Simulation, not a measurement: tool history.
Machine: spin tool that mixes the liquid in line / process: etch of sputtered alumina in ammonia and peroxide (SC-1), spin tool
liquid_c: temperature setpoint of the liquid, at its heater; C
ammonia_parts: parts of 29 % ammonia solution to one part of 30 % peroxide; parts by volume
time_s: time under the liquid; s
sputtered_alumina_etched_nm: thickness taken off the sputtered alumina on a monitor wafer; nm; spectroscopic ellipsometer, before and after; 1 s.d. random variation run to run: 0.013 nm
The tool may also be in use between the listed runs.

| run | hour | liquid_c | ammonia_parts | time_s | sputtered_alumina_etched_nm |
|---|---|---|---|---|---|
| 1 | 0 | 50 | 0.65 | 15 | 1.3512 |
| 2 | 6.6 | 52 | 0.65 | 15 | 1.5161 |
| 3 | 15.4 | 48 | 0.65 | 15 | 1.2209 |
| 4 | 22.1 | 48 | 0.65 | 15 | 1.2349 |
| 5 | 24.6 | 50.5 | 0.65 | 15 | 1.4035 |
| 6 | 32.2 | 53 | 0.65 | 15 | 1.5968 |

Run 7 has not been measured yet. What should we expect?
| 7 | 34.9 | 54 | 0.65 | 15 | ? |

{"run 7": {"sputtered_alumina_etched_nm": 1.7011}}
